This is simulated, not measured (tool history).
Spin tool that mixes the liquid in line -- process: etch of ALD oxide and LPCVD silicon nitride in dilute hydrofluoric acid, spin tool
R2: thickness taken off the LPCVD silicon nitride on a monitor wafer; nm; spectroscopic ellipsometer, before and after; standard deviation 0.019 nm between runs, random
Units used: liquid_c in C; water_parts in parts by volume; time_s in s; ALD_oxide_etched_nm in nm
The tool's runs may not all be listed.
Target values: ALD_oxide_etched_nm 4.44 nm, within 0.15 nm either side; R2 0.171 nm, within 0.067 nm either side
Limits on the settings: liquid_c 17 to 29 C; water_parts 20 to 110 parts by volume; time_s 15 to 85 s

{"run": 1, "day": 0.0, "liquid_c": 21, "water_parts": 60, "time_s": 45, "ALD_oxide_etched_nm": 6.7105, "R2": 0.33851}
{"run": 2, "day": 0.071, "liquid_c": 19.5, "water_parts": 65, "time_s": 45, "ALD_oxide_etched_nm": 5.8192, "R2": 0.25259}
{"run": 3, "day": 0.358, "liquid_c": 19, "water_parts": 70, "time_s": 45, "ALD_oxide_etched_nm": 5.209, "R2": 0.2223}
{"run": 4, "day": 0.704, "liquid_c": 19, "water_parts": 55, "time_s": 45, "ALD_oxide_etched_nm": 6.695, "R2": 0.30009}
{"run": 5, "day": 0.992, "liquid_c": 18.5, "water_parts": 60, "time_s": 45, "ALD_oxide_etched_nm": 5.9715, "R2": 0.23865}
{"run": 6, "day": 1.058, "liquid_c": 21.5, "water_parts": 60, "time_s": 45, "ALD_oxide_etched_nm": 6.8456, "R2": 0.33382}
{"run": 7, "day": 1.354, "liquid_c": 20, "water_parts": 65, "time_s": 45, "ALD_oxide_etched_nm": 5.9272, "R2": 0.24257}
{"run": 8, "day": 1.396, "liquid_c": 19.5, "water_parts": 70, "time_s": 45, "ALD_oxide_etched_nm": 5.3384, "R2": 0.24633}
{"run": 9, "day": 1.683, "liquid_c": 18.5, "water_parts": 70, "time_s": 45, "ALD_oxide_etched_nm": 5.111, "R2": 0.25436}
{"run": 10, "day": 2.004, "liquid_c": 18, "water_parts": 75, "time_s": 45, "ALD_oxide_etched_nm": 4.6, "R2": 0.21821}

5 candidate next runs follow, results not yet known. Just one meets every target within its allowed miss. Identify it.
{"run": "A", "day": 2.325, "liquid_c": 17, "water_parts": 80, "time_s": 45, "ALD_oxide_etched_nm": "?", "R2": "?"}
{"run": "B", "day": 2.325, "liquid_c": 20.5, "water_parts": 90, "time_s": 50, "ALD_oxide_etched_nm": "?", "R2": "?"}
{"run": "C", "day": 2.325, "liquid_c": 17, "water_parts": 40, "time_s": 25, "ALD_oxide_etched_nm": "?", "R2": "?"}
{"run": "D", "day": 2.325, "liquid_c": 21, "water_parts": 95, "time_s": 55, "ALD_oxide_etched_nm": "?", "R2": "?"}
{"run": "E", "day": 2.325, "liquid_c": 17, "water_parts": 60, "time_s": 35, "ALD_oxide_etched_nm": "?", "R2": "?"}

move=A ALD_oxide_etched_nm=4.2462 R2=0.17505
move=B ALD_oxide_etched_nm=4.8031 R2=0.22094
move=C ALD_oxide_etched_nm=4.9303 R2=0.19031
move=D ALD_oxide_etched_nm=5.0797 R2=0.23848
move=E ALD_oxide_etched_nm=4.5003 R2=0.17996
A: carries the result that was furthest off beyond its target, to the other side
B: misses by more than the last run did
C: misses by more than the last run did
D: misses by more than the last run did
E: all results in spec
E is the move that brings every result within its allowed miss.
